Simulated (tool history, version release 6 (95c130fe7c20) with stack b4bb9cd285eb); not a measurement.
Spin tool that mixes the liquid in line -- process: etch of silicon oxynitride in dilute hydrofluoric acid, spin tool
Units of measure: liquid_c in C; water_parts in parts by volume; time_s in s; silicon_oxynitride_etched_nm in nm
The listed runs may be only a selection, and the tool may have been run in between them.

run 1 hour=0.0 | liquid_c=25.0 water_parts=215 time_s=85 | silicon_oxynitride_etched_nm=1.6914
run 2 hour=3.7 | liquid_c=25.0 water_parts=215 time_s=85 | silicon_oxynitride_etched_nm=1.7084
run 3 hour=8.4 | liquid_c=25.0 water_parts=215 time_s=85 | silicon_oxynitride_etched_nm=1.7044
run 4 hour=11.6 | liquid_c=25.0 water_parts=150 time_s=85 | silicon_oxynitride_etched_nm=2.5817
run 5 hour=12.4 | liquid_c=26.0 water_parts=145 time_s=85 | silicon_oxynitride_etched_nm=2.8069
run 6 hour=17.0 | liquid_c=23.0 water_parts=145 time_s=85 | silicon_oxynitride_etched_nm=2.4403
run 7 hour=19.1 | liquid_c=24.5 water_parts=140 time_s=85 | silicon_oxynitride_etched_nm=2.7146
run 8 hour=27.3 | liquid_c=28.5 water_parts=130 time_s=85 | silicon_oxynitride_etched_nm=3.5540

Predict the results of run 9:
run 9 hour=34.6 | liquid_c=29.0 water_parts=130 time_s=85 | silicon_oxynitride_etched_nm=?

Run 9 came out at silicon_oxynitride_etched_nm 3.6079 nm.

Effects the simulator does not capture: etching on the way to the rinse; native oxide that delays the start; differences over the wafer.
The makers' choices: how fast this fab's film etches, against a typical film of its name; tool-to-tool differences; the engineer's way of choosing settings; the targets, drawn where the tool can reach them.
